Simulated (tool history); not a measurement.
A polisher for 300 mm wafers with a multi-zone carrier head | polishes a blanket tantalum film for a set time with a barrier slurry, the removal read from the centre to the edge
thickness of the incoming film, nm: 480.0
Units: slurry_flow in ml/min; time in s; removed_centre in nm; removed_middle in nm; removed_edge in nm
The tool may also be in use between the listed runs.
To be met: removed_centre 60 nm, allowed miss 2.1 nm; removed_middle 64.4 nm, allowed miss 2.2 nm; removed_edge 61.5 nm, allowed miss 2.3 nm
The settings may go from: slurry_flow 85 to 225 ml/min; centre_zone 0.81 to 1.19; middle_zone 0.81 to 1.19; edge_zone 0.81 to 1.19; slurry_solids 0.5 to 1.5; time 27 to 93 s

run	day	slurry_flow	centre_zone	middle_zone	edge_zone	slurry_solids	time	removed_centre	removed_middle	removed_edge
1	0	145	1	1	1	1	59	100.58	97.997	100.99
2	0.2	140	0.98	1	0.96	0.85	55	87.356	87.405	86.404
3	0.246	135	0.95	0.98	0.93	0.75	53	77.037	79.008	80.962
4	0.588	135	0.95	0.99	0.91	0.7	51	72.69	76.575	76.088
5	0.762	130	0.95	0.99	0.89	0.65	49	68.056	71.701	69.718
6	0.796	130	0.98	0.99	0.89	0.65	49	70.855	71.178	70.046
7	1.096	120	0.97	0.99	0.87	0.6	49	66.705	68.248	65.663
8	1.154	110	0.96	0.99	0.87	0.6	49	64.98	65.783	64.421
9	1.317	105	0.95	1	0.87	0.6	49	62.994	65.313	65.106

5 next moves are on the table. One of them brings every result within its allowed miss. Which?
A	1.479	115	0.99	0.91	0.94	0.55	54	?	?	?
B	1.479	85	1	0.9	0.95	0.65	54	?	?	?
C	1.479	115	1	1.08	0.97	0.65	43	?	?	?
D	1.479	100	0.98	0.92	0.85	0.6	52	?	?	?
E	1.479	85	1.09	1.09	0.81	0.75	46	?	?	?

move	removed_centre	removed_middle	removed_edge
A	72.339	66.647	72.739
B	68.146	62.624	71.732
C	61.26	63.885	61.687
D	67.376	63.659	66.696
E	66.05	64.638	59.096
A: further off than the last run
B: further off than the last run
C: meets every target
D: further off than the last run
E: takes the result that was furthest off past its target
Answer: C
